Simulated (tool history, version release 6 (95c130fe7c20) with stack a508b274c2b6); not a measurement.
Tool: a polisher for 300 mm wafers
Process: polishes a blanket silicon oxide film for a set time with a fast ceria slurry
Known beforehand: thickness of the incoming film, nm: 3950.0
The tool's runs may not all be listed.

| run | day | flow of slurry (ml/min) | pressure of the wafer on the pad (psi) | speed of the pad under the wafer (m/s) | polishing time (s) | film removed (nm) |
|---|---|---|---|---|---|---|
| 1 | 0 | 305 | 3 | 1.2 | 30 | 653.25 |
| 2 | 0.179 | 305 | 3.4 | 1.2 | 30 | 744.52 |
| 3 | 0.412 | 305 | 3.4 | 1.4 | 30 | 828.95 |
| 4 | 0.617 | 305 | 3 | 1.38 | 30 | 740.66 |
| 5 | 0.871 | 305 | 2.6 | 1.38 | 30 | 637.46 |
|  | 1.183 | slurry nozzle cleaned |
| 6 | 1.183 | 305 | 2.6 | 1.38 | 27 | 582.35 |

For run 7, what comes out?
| 7 | 1.221 | 305 | 2.4 | 1.38 | 27 | ? |

Logged for run 7: film removed (nm) 545.82.
